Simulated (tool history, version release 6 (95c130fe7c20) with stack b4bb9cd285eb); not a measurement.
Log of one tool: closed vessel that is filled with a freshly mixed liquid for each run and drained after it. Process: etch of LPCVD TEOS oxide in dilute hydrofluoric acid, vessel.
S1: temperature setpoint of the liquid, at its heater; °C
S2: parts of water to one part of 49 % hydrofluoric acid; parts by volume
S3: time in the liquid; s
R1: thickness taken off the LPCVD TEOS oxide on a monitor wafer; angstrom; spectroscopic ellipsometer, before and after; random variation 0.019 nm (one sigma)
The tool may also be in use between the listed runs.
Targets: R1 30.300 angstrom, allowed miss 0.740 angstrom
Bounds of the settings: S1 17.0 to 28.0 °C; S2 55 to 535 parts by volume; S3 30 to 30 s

run 1 hour=0.0 | S1=20.0 S2=295 S3=30 | R1=34.631
run 2 hour=2.2 | S1=19.0 S2=295 S3=30 | R1=33.899
run 3 hour=6.7 | S1=18.5 S2=300 S3=30 | R1=31.862
run 4 hour=7.6 | S1=18.0 S2=300 S3=30 | R1=31.185
run 5 hour=12.3 | S1=18.0 S2=300 S3=30 | R1=31.493
run 6 hour=19.3 | S1=20.5 S2=300 S3=30 | R1=34.603
run 7 hour=25.0 | S1=19.5 S2=300 S3=30 | R1=33.205
run 8 hour=28.9 | S1=19.0 S2=300 S3=30 | R1=32.788
run 9 hour=30.6 | S1=18.5 S2=300 S3=30 | R1=32.206
run 10 hour=38.4 | S1=18.0 S2=300 S3=30 | R1=31.331

5 next moves are on the table. One of them brings every result within its allowed miss. Which?
run A hour=46.2 | S1=21.5 S2=325 S3=30 | R1=?
run B hour=46.2 | S1=19.0 S2=330 S3=30 | R1=?
run C hour=46.2 | S1=21.0 S2=355 S3=30 | R1=?
run D hour=46.2 | S1=21.5 S2=330 S3=30 | R1=?
run E hour=46.2 | S1=18.5 S2=315 S3=30 | R1=?

move=A R1=32.244
move=B R1=28.905
move=C R1=28.243
move=D R1=31.613
move=E R1=30.114
A: further off than the last run
B: takes the result that was furthest off past its target
C: takes the result that was furthest off past its target
D: further off than the last run
E: meets every target
Move E is the one to make.
